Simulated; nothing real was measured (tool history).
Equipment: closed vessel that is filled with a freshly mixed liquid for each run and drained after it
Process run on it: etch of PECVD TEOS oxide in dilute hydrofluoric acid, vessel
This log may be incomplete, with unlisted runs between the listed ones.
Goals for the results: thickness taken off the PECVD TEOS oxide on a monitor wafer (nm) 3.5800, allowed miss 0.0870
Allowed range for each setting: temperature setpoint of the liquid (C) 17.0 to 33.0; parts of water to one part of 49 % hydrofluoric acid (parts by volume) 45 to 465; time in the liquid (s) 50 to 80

| run | hour | temperature setpoint of the liquid (C) | parts of water to one part of 49 % hydrofluoric acid (parts by volume) | time in the liquid (s) | thickness taken off the PECVD TEOS oxide on a monitor wafer (nm) |
|---|---|---|---|---|---|
| 1 | 0.0 | 25.0 | 255 | 80 | 4.2111 |
| 2 | 6.5 | 24.0 | 255 | 80 | 4.0231 |
| 3 | 12.7 | 23.0 | 255 | 80 | 3.9509 |
| 4 | 20.6 | 24.5 | 255 | 80 | 4.1269 |
| 5 | 22.7 | 23.5 | 255 | 80 | 3.9584 |
| 6 | 27.0 | 23.5 | 255 | 80 | 4.0209 |
| 7 | 36.2 | 22.5 | 255 | 80 | 3.8367 |
| 8 | 37.3 | 22.0 | 255 | 80 | 3.8093 |
| 9 | 44.0 | 21.5 | 255 | 80 | 3.6891 |

Next run, 5 choices. One meets every target within its allowed miss, the rest don't. Which?
| A | 50.7 | 22.5 | 270 | 80 | ? |
| B | 50.7 | 22.0 | 250 | 80 | ? |
| C | 50.7 | 23.5 | 200 | 50 | ? |
| D | 50.7 | 22.5 | 255 | 70 | ? |
| E | 50.7 | 22.0 | 175 | 50 | ? |

| move | thickness taken off the PECVD TEOS oxide on a monitor wafer (nm) |
|---|---|
| A | 3.5402 |
| B | 3.8283 |
| C | 3.3262 |
| D | 3.3282 |
| E | 3.6885 |
A: all results in spec
B: the biggest miss grows against the last run
C: pushes the last run's worst result past its target
D: pushes the last run's worst result past its target
E: no better and no worse than the last run
The move that meets every target is A.
